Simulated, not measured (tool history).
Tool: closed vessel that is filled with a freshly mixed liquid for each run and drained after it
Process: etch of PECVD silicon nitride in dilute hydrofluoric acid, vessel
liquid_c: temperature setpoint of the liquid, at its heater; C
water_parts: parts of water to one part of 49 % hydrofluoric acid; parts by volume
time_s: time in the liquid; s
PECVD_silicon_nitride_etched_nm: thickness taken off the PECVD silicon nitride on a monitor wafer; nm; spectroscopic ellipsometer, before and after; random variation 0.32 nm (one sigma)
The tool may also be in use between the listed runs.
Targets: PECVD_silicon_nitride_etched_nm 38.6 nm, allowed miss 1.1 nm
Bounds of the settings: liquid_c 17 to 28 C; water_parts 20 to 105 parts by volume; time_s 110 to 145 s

run	hour	liquid_c	water_parts	time_s	PECVD_silicon_nitride_etched_nm
1	0	20	55	145	11.467
2	1.5	20	40	145	15.398
3	6.2	20	40	110	11.864
4	13.6	21.5	40	110	13.194
5	21.3	21.5	60	110	8.9975
6	22.8	23	50	115	12.277
7	31.5	24	45	120	15.037
8	38.9	25	40	125	19.04
9	44.4	25.5	35	130	23.426
10	46.2	26	30	130	27.969
11	50.3	26.5	30	130	28.471
12	59.7	27	30	130	29.714
13	67.9	27.5	25	130	37.042
14	77	27.5	25	130	36.464
15	78.3	27.5	25	130	36.663

4 next moves are on the table. One of them brings every result within its allowed miss. Which?
A	79.6	28	25	145	?
B	79.6	27	20	120	?
C	79.6	27	25	130	?
D	79.6	27.5	20	110	?

move	PECVD_silicon_nitride_etched_nm
A	41.694
B	40.027
C	34.996
D	37.927
A: takes the result that was furthest off past its target
B: takes the result that was furthest off past its target
C: further off than the last run
D: meets every target
Move D is the one to make.

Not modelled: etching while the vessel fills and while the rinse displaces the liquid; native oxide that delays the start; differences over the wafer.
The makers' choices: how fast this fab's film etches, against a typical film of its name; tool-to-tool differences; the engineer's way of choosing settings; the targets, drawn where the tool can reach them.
